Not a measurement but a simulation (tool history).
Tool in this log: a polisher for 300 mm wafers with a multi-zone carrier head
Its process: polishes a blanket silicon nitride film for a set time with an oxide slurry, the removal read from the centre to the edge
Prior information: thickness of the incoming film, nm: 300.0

run  hour  flow of slurry (ml/min)  pressure of the head's centre zone  pressure of the head's middle zone  pressure of the head's edge zone  abrasive content of the slurry  polishing time (s)  film removed at the wafer's centre (nm)  film removed at mid-radius (nm)  film removed at the wafer's edge (nm)
  1   0.0                      295                                1.00                                1.00                              1.00                            1.00                  62                                   54.122                           52.427                                 54.434
  2   4.8                      300                                1.00                                1.02                              1.00                            1.05                  62                                   56.170                           54.466                                 54.770
  3  12.0                      300                                1.00                                1.02                              1.05                            1.05                  62                                   54.979                           56.034                                 55.818
  4  15.0                      300                                1.00                                1.02                              1.05                            1.15                  62                                   58.679                           56.826                                 60.343
  5  19.9                      355                                1.00                                1.02                              1.05                            1.15                  62                                   58.635                           57.234                                 61.066
  6  24.3                      345                                0.99                                1.04                              1.05                            1.15                  62                                   58.469                           58.084                                 59.554
  7  32.4                      345                                0.99                                1.04                              1.05                            1.15                  62                                   58.991                           57.894                                 60.468
  8  35.4                      325                                0.98                                1.06                              1.05                            1.15                  63                                   58.717                           59.728                                 61.026
  9  43.7                      310                                0.98                                1.07                              1.05                            1.15                  64                                   59.965                           60.271                                 61.424
 10  52.3                      310                                0.97                                1.08                              1.05                            1.10                  66                                   59.633                           62.083                                 61.687

Expected results for the next run?
 11  55.0                      300                                0.96                                1.09                              1.05                            1.10                  67                                        ?                                ?                                      ?

For run 11 the tool returned film removed at the wafer's centre (nm) 59.398, film removed at mid-radius (nm) 63.569, film removed at the wafer's edge (nm) 62.240.
